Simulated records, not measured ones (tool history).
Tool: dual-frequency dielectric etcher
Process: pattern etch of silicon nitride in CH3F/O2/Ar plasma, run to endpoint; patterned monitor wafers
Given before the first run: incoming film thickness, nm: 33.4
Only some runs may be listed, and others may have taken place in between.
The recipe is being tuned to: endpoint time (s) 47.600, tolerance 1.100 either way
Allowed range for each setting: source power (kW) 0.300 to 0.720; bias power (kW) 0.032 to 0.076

| run | hour | source power (kW) | bias power (kW) | endpoint time (s) |
|---|---|---|---|---|
| 1 | 0.0 | 0.510 | 0.054 | 52.115 |
| 2 | 1.2 | 0.530 | 0.055 | 51.189 |
| 3 | 5.6 | 0.530 | 0.047 | 53.304 |
| 4 | 6.8 | 0.530 | 0.042 | 54.000 |
| 5 | 8.9 | 0.590 | 0.042 | 52.152 |
| 6 | 10.1 | 0.590 | 0.033 | 53.526 |
| 7 | 15.8 | 0.610 | 0.034 | 53.133 |
| 8 | 18.8 | 0.610 | 0.034 | 52.773 |
| 9 | 22.0 | 0.630 | 0.035 | 52.184 |
| 10 | 27.7 | 0.650 | 0.037 | 51.407 |
| 11 | 32.1 | 0.660 | 0.039 | 51.004 |
| 12 | 39.9 | 0.660 | 0.039 | 51.508 |
| 13 | 41.3 | 0.670 | 0.043 | 50.028 |
| 14 | 42.5 | 0.680 | 0.044 | 49.607 |

5 next moves are on the table. One of them brings every result within its allowed miss. Which?
| A | 43.7 | 0.600 | 0.042 | ? |
| B | 43.7 | 0.570 | 0.051 | ? |
| C | 43.7 | 0.610 | 0.043 | ? |
| D | 43.7 | 0.630 | 0.035 | ? |
| E | 43.7 | 0.720 | 0.052 | ? |

| move | endpoint time (s) |
|---|---|
| A | 52.362 |
| B | 51.528 |
| C | 51.905 |
| D | 52.945 |
| E | 47.749 |
A: moves away from the targets compared with the last run
B: moves away from the targets compared with the last run
C: moves away from the targets compared with the last run
D: moves away from the targets compared with the last run
E: all results land within tolerance of their targets
The move that meets every target is E.
